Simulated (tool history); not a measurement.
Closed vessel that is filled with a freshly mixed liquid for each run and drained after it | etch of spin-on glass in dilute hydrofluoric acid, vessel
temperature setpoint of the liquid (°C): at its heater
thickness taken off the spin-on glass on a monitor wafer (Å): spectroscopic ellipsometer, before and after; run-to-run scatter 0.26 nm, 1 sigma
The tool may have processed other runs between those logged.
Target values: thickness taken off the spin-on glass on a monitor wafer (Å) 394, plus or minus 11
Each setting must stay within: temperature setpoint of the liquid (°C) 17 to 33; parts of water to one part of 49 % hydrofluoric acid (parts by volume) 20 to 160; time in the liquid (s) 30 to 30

run	day	temperature setpoint of the liquid (°C)	parts of water to one part of 49 % hydrofluoric acid (parts by volume)	time in the liquid (s)	thickness taken off the spin-on glass on a monitor wafer (Å)
1	0	25	90	30	130.93
2	0.083	25	90	30	131.01
3	0.421	25	90	30	130.15
4	0.642	26	80	30	156.76
5	0.7	24	80	30	146
6	0.779	25	70	30	171.86
7	0.979	26	65	30	196.26
8	1.2	27	60	30	219.52
9	1.317	28	55	30	256.24
10	1.45	28.5	55	30	261.95
11	1.604	32.5	30	30	586.34
12	1.771	28.5	30	30	496.32
13	2.038	27.5	30	30	472.36
14	2.4	26.5	30	30	461.19
15	2.488	25.5	30	30	434.66
16	2.779	25	30	30	428.36
17	3.092	24.5	30	30	420.94
18	3.2	24	30	30	411.19

Of the 5 settings listed for the next run, only one would bring every result within its allowed miss of target. Which one?
A	3.308	24.5	30	30	?
B	3.308	28.5	35	30	?
C	3.308	20	25	30	?
D	3.308	20.5	25	30	?
E	3.308	23	30	30	?

move	thickness taken off the spin-on glass on a monitor wafer (Å)
A	417.05
B	418.12
C	416.04
D	425.13
E	391.63
A: further off than the last run
B: further off than the last run
C: further off than the last run
D: further off than the last run
E: every result lands within tolerance
So the answer is move E, the one that meets all the targets.

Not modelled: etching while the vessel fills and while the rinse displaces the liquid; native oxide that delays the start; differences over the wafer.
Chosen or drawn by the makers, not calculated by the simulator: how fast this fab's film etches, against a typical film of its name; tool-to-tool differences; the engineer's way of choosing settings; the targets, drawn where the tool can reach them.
